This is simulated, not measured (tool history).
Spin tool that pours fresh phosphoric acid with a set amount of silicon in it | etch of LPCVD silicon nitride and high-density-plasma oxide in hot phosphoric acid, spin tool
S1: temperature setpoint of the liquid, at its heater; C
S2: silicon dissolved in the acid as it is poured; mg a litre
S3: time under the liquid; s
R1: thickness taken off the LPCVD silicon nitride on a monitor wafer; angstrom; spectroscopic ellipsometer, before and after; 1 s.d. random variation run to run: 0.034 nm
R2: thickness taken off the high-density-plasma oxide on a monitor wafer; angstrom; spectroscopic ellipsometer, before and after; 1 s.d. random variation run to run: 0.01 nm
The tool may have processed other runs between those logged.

Run 1, hour 0.0: S1 160.0 C, S2 17.0 mg a litre, S3 100 s. Result: R1 68.417 angstrom, R2 1.45060 angstrom.
Run 2, hour 1.2: S1 160.5 C, S2 17.0 mg a litre, S3 100 s. Result: R1 70.478 angstrom, R2 1.50840 angstrom.
Run 3, hour 1.9: S1 160.5 C, S2 17.0 mg a litre, S3 125 s. Result: R1 89.430 angstrom, R2 0.95907 angstrom.
Run 4, hour 6.5: S1 160.5 C, S2 21.0 mg a litre, S3 125 s. Result: R1 89.535 angstrom, R2 1.67420 angstrom.
Run 5, hour 12.4: S1 159.5 C, S2 16.0 mg a litre, S3 110 s. Result: R1 75.928 angstrom, R2 1.17510 angstrom.
Run 6, hour 17.4: S1 157.5 C, S2 16.0 mg a litre, S3 110 s. Result: R1 69.939 angstrom, R2 1.22630 angstrom.
Run 7, hour 21.6: S1 157.5 C, S2 12.0 mg a litre, S3 95 s. Result: R1 60.331 angstrom, R2 1.26910 angstrom.
Run 8, hour 25.9: S1 157.5 C, S2 15.0 mg a litre, S3 85 s. Result: R1 54.251 angstrom, R2 0.93926 angstrom.
Run 9, hour 30.9: S1 157.5 C, S2 18.0 mg a litre, S3 80 s. Result: R1 51.273 angstrom, R2 0.50536 angstrom.

Run 10 is up next; what results do you expect?
Run 10, hour 38.2: S1 156.5 C, S2 15.5 mg a litre, S3 55 s. Result: R1 ?, R2 ?.

{"run 10": {"R1": 34.116, "R2": 0.52905}}

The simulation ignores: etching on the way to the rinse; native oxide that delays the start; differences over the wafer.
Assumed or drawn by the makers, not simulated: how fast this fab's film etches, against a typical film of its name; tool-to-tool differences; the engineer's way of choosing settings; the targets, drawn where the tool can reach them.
